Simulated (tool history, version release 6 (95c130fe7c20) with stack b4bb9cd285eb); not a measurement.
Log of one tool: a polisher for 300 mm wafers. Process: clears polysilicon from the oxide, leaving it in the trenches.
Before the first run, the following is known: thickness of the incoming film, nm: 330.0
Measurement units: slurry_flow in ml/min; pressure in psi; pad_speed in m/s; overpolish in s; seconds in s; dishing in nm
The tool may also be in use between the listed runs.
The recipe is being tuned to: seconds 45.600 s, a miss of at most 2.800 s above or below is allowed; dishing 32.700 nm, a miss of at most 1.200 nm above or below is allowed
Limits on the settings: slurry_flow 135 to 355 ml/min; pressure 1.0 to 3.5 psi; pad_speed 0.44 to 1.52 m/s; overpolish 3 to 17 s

run  hour  slurry_flow  pressure  pad_speed  overpolish  seconds  dishing
  1   0.0          225       2.2       0.98           9   24.427   34.648
  2   7.0          225       1.9       0.96           9   28.571   33.059
  3  12.7          225       1.9       1.08           9   24.934   33.413
  4  16.2          225       1.7       1.02          10   30.486   33.128
  5  20.4          225       1.7       1.22          10   25.766   34.495
  6  22.1          225       1.7       1.22          13   25.471   35.021
  7  23.1          225       1.5       1.16          14   30.106   35.078
  8  31.9          225       1.4       1.12          14   32.721   34.502
  9  37.5          225       1.3       1.08          14   36.699   33.718
 10  38.3          225       1.2       1.06          14   39.901   33.573

4 candidate next runs follow, results not yet known. Just one meets every target within its allowed miss. Identify it.
  A  39.1          200       1.3       1.02          11        ?        ?
  B  39.1          250       1.0       1.14          13        ?        ?
  C  39.1          225       1.5       0.88          11        ?        ?
  D  39.1          270       1.1       0.98          10        ?        ?

move  seconds  dishing
   A   40.438   32.431
   B   45.435   32.727
   C   39.771   32.531
   D   47.392   30.528
A: closes in on the targets versus the last run, not all within tolerance yet
B: every result lands within tolerance
C: neither nearer nor further off than the last run
D: puts the biggest miss on target and leaves a different result outside tolerance
B meets every target.
